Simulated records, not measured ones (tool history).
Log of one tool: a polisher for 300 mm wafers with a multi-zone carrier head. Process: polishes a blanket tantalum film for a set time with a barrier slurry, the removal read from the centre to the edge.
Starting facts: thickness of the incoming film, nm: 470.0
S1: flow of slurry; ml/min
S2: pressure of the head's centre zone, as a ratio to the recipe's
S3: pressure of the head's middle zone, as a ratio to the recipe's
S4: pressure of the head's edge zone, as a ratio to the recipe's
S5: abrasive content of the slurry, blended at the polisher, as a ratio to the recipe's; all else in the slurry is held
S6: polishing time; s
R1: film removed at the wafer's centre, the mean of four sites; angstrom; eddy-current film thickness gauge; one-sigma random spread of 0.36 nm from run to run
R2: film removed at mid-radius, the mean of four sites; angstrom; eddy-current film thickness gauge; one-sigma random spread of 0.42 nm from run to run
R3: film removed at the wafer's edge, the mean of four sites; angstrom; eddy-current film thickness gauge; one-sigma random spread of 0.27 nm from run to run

Run 1, hour 0.0: S1 170 ml/min, S2 1.00, S3 1.00, S4 1.00, S5 1.00, S6 54 s. Result: R1 483.87 angstrom, R2 502.77 angstrom, R3 461.03 angstrom.
Run 2, hour 0.7: S1 155 ml/min, S2 0.96, S3 0.95, S4 1.00, S5 0.85, S6 52 s. Result: R1 411.46 angstrom, R2 428.10 angstrom, R3 415.58 angstrom.
Run 3, hour 8.7: S1 180 ml/min, S2 0.96, S3 0.95, S4 1.00, S5 0.85, S6 52 s. Result: R1 421.68 angstrom, R2 440.35 angstrom, R3 419.87 angstrom.
Run 4, hour 13.1: S1 180 ml/min, S2 1.03, S3 0.95, S4 1.00, S5 0.85, S6 52 s. Result: R1 453.46 angstrom, R2 443.17 angstrom, R3 420.23 angstrom.
Run 5, hour 22.1: S1 180 ml/min, S2 1.10, S3 0.95, S4 1.00, S5 0.85, S6 52 s. Result: R1 490.70 angstrom, R2 435.21 angstrom, R3 420.10 angstrom.
Run 6, hour 25.9: S1 180 ml/min, S2 1.10, S3 0.95, S4 0.92, S5 0.85, S6 52 s. Result: R1 476.25 angstrom, R2 440.34 angstrom, R3 406.52 angstrom.
Run 7, hour 32.4: S1 160 ml/min, S2 1.04, S3 0.91, S4 0.94, S5 0.75, S6 51 s. Result: R1 420.21 angstrom, R2 389.74 angstrom, R3 368.92 angstrom.
Run 8, hour 35.6: S1 150 ml/min, S2 0.97, S3 0.88, S4 0.98, S5 0.70, S6 51 s. Result: R1 363.59 angstrom, R2 360.30 angstrom, R3 362.09 angstrom.
Run 9, hour 43.5: S1 110 ml/min, S2 0.89, S3 0.81, S4 1.00, S5 0.60, S6 51 s. Result: R1 292.89 angstrom, R2 297.65 angstrom, R3 317.08 angstrom.
Run 10, hour 45.2: S1 120 ml/min, S2 0.89, S3 0.81, S4 1.02, S5 0.60, S6 51 s. Result: R1 295.36 angstrom, R2 300.80 angstrom, R3 322.81 angstrom.
Run 11, hour 52.9: S1 125 ml/min, S2 0.89, S3 0.81, S4 1.04, S5 0.60, S6 51 s. Result: R1 298.98 angstrom, R2 293.11 angstrom, R3 327.38 angstrom.
Run 12, hour 60.1: S1 135 ml/min, S2 0.86, S3 0.86, S4 1.07, S5 0.70, S6 51 s. Result: R1 326.17 angstrom, R2 349.90 angstrom, R3 376.61 angstrom.
Run 13, hour 65.5: S1 125 ml/min, S2 0.86, S3 0.85, S4 1.06, S5 0.70, S6 51 s. Result: R1 319.01 angstrom, R2 342.15 angstrom, R3 369.02 angstrom.
Run 14, hour 73.6: S1 120 ml/min, S2 0.86, S3 0.84, S4 1.06, S5 0.70, S6 51 s. Result: R1 316.48 angstrom, R2 340.28 angstrom, R3 370.25 angstrom.
Run 15, hour 79.9: S1 110 ml/min, S2 0.89, S3 0.81, S4 1.03, S5 0.50, S6 50 s. Result: R1 240.96 angstrom, R2 242.40 angstrom, R3 270.82 angstrom.
Run 16, hour 87.0: S1 135 ml/min, S2 0.87, S3 0.81, S4 1.03, S5 0.50, S6 50 s. Result: R1 245.30 angstrom, R2 260.48 angstrom, R3 275.07 angstrom.
Run 17, hour 87.9: S1 140 ml/min, S2 0.88, S3 0.83, S4 1.05, S5 0.55, S6 50 s. Result: R1 269.66 angstrom, R2 283.59 angstrom, R3 304.57 angstrom.
Run 18, hour 94.1: S1 155 ml/min, S2 0.89, S3 0.84, S4 1.07, S5 0.55, S6 50 s. Result: R1 278.66 angstrom, R2 288.38 angstrom, R3 314.72 angstrom.
Run 19, hour 101.7: S1 165 ml/min, S2 0.90, S3 0.85, S4 1.08, S5 0.55, S6 50 s. Result: R1 288.63 angstrom, R2 299.78 angstrom, R3 319.79 angstrom.
At hour 106.5: edge zone pressure recalibrated.
Run 20, hour 106.5: S1 170 ml/min, S2 0.90, S3 0.85, S4 1.10, S5 0.55, S6 50 s. Result: R1 286.53 angstrom, R2 293.85 angstrom, R3 339.20 angstrom.

Predict the results of run 21:
Run 21, hour 114.5: S1 170 ml/min, S2 0.90, S3 0.85, S4 1.10, S5 0.55, S6 50 s. Result: R1 ?, R2 ?, R3 ?.

Run 21 yielded R1 285.84 angstrom, R2 298.26 angstrom, R3 339.18 angstrom.

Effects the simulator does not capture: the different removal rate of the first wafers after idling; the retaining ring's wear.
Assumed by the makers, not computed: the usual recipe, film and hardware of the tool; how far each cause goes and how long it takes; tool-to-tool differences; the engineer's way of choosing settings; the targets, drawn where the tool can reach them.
